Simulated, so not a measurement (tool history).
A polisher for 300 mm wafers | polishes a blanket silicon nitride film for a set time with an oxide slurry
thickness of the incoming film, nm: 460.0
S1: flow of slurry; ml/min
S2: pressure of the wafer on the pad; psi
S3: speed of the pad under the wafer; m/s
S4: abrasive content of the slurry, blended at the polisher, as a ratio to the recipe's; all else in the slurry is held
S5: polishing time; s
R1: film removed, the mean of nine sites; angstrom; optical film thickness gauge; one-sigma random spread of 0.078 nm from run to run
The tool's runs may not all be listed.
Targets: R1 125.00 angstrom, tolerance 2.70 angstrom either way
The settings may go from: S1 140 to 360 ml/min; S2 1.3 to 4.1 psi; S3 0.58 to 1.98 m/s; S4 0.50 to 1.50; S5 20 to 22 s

run,hour,S1,S2,S3,S4,S5,R1
1,0.0,230,2.7,1.28,1.00,22,140.28
2,6.7,200,2.7,1.28,1.00,22,137.64
3,11.9,200,3.1,1.28,1.00,22,159.64
4,20.9,200,3.1,1.28,1.00,22,159.67
5,24.7,160,3.1,1.28,1.00,22,152.91
6,33.4,160,3.1,1.60,1.00,22,183.83
7,42.3,160,3.0,1.60,1.00,22,177.66
8,44.6,160,2.9,1.60,1.00,22,174.53
9,53.2,160,2.8,1.60,1.00,22,167.79
10,57.3,160,2.8,1.60,1.00,22,167.23

Exactly one of the 5 candidate moves below puts every result within its allowed miss. Which one?
A,61.4,140,2.5,1.48,1.15,20,?
B,61.4,140,2.4,1.58,1.00,21,?
C,61.4,215,2.4,1.48,0.95,20,?
D,61.4,165,2.9,1.72,1.00,22,?
E,61.4,170,2.4,1.62,0.95,20,?

move,R1
A,133.96
B,134.09
C,125.35
D,185.00
E,130.89
A: nearer the targets than the last run, but a result is still out of spec
B: nearer the targets than the last run, but a result is still out of spec
C: all results in spec
D: moves away from the targets compared with the last run
E: nearer the targets than the last run, but a result is still out of spec
The right move is C.

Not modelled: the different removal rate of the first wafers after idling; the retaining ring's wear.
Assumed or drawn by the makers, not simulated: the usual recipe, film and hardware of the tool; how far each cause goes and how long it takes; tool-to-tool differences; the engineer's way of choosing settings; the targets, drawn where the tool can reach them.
